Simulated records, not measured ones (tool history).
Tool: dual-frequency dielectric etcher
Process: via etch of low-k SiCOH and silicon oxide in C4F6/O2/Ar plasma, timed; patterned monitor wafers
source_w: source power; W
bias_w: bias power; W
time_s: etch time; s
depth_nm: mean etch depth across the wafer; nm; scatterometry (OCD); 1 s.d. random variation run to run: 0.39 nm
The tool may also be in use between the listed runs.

run,day,source_w,bias_w,time_s,depth_nm
1,0.000,250,198,47.0,103.510
2,0.350,220,198,47.0,98.015
3,0.608,220,167,47.0,93.081
4,0.675,220,142,47.0,88.088
5,0.933,240,142,47.0,91.077
6,1.158,260,151,47.0,95.411

Forecast run 7:
7,1.362,260,151,47.0,?

depth_nm: 95.824 nm

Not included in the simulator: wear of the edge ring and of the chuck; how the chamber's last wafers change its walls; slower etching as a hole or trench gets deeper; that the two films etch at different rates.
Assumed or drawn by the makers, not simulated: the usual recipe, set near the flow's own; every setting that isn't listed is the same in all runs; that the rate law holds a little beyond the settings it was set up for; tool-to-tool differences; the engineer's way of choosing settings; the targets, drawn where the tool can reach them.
